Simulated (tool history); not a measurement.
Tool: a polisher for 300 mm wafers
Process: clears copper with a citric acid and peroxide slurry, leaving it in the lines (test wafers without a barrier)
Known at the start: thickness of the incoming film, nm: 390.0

run,day,flow of slurry (ml/min),pressure of the wafer on the pad (kPa),speed of the pad under the wafer (m/s),abrasive content of the slurry,overpolish time after the end point (s),time until the end point was called (s),dishing of a wide line in a test structure (nm)
1,0.000,170,26.9,1.00,1.0,13,144.24,22.492
2,0.142,165,24.8,0.94,1.0,13,167.66,19.466
3,0.188,165,24.8,0.94,1.0,15,166.78,24.064
4,0.525,165,24.8,0.94,1.0,19,165.31,28.629
5,0.650,165,24.8,0.94,1.0,21,168.12,31.065
6,0.821,165,24.8,0.74,1.0,21,211.85,26.120
7,0.917,165,23.4,0.72,1.0,20,230.26,22.929

The next listed run, before its measurement:
8,1.242,165,22.1,0.70,1.0,19,?,?

{"run 8": {"time until the end point was called (s)": 249.04, "dishing of a wide line in a test structure (nm)": 20.854}}

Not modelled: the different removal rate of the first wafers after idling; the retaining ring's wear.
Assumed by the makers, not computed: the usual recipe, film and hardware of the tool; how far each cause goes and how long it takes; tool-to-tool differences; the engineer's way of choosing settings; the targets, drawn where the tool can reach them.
